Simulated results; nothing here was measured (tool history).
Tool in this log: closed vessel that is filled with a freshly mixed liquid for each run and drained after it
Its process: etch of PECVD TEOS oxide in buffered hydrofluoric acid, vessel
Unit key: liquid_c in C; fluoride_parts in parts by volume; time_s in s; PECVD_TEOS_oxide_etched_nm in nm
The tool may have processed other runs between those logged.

{"run": 1, "day": 0.0, "liquid_c": 21.0, "fluoride_parts": 17.5, "time_s": 30, "PECVD_TEOS_oxide_etched_nm": 16.908}
{"run": 2, "day": 0.071, "liquid_c": 24.5, "fluoride_parts": 17.5, "time_s": 30, "PECVD_TEOS_oxide_etched_nm": 20.557}
{"run": 3, "day": 0.333, "liquid_c": 26.0, "fluoride_parts": 14.0, "time_s": 30, "PECVD_TEOS_oxide_etched_nm": 27.87}
{"run": 4, "day": 0.446, "liquid_c": 26.0, "fluoride_parts": 11.0, "time_s": 30, "PECVD_TEOS_oxide_etched_nm": 35.462}
{"run": 5, "day": 0.825, "liquid_c": 22.5, "fluoride_parts": 11.0, "time_s": 30, "PECVD_TEOS_oxide_etched_nm": 29.135}
{"run": 6, "day": 0.896, "liquid_c": 22.5, "fluoride_parts": 8.0, "time_s": 30, "PECVD_TEOS_oxide_etched_nm": 37.89}

For run 7, what comes out?
{"run": 7, "day": 1.1, "liquid_c": 24.0, "fluoride_parts": 8.0, "time_s": 30, "PECVD_TEOS_oxide_etched_nm": "?"}

Run 7 came out at PECVD_TEOS_oxide_etched_nm 41.312 nm.
